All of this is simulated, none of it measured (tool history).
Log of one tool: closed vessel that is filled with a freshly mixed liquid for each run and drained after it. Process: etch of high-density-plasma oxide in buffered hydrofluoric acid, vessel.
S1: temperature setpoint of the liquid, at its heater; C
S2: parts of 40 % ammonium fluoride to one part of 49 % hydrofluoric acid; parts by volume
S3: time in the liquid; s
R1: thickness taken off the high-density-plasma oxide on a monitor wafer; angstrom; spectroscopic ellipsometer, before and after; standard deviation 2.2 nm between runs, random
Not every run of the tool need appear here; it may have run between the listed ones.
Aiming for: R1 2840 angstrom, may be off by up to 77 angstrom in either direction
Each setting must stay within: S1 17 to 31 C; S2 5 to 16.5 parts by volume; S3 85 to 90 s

run 1 day=0 | S1=23 S2=10 S3=85 | R1=1859.9
run 2 day=0.317 | S1=23 S2=12 S3=85 | R1=1567.5
run 3 day=0.388 | S1=25.5 S2=11.5 S3=85 | R1=1835.3
run 4 day=0.583 | S1=27 S2=11 S3=85 | R1=2085.8
run 5 day=0.838 | S1=27 S2=12.5 S3=85 | R1=1825.1
run 6 day=1.204 | S1=23.5 S2=12.5 S3=85 | R1=1516.8
run 7 day=1.271 | S1=25.5 S2=11.5 S3=85 | R1=1843.4
run 8 day=1.6 | S1=27 S2=11 S3=85 | R1=2084.6
run 9 day=1.65 | S1=28 S2=10.5 S3=85 | R1=2293.8
run 10 day=1.742 | S1=29 S2=10.5 S3=85 | R1=2419.9
run 11 day=2.029 | S1=29.5 S2=10.5 S3=85 | R1=2469.9
run 12 day=2.371 | S1=30 S2=10.5 S3=85 | R1=2539.1
run 13 day=2.679 | S1=30.5 S2=10.5 S3=85 | R1=2587.9

4 next moves are on the table. One of them brings every result within its allowed miss. Which?
run A day=2.988 | S1=31 S2=12.5 S3=90 | R1=?
run B day=2.988 | S1=31 S2=12 S3=85 | R1=?
run C day=2.988 | S1=30.5 S2=9.5 S3=85 | R1=?
run D day=2.988 | S1=31 S2=9 S3=85 | R1=?

move=A R1=2424.5
move=B R1=2382.9
move=C R1=2862.9
move=D R1=3039.8
A: moves away from the targets compared with the last run
B: moves away from the targets compared with the last run
C: every result within its allowed miss
D: moves the result that the last run missed by most past its target, out the other side
The move that meets every target is C.
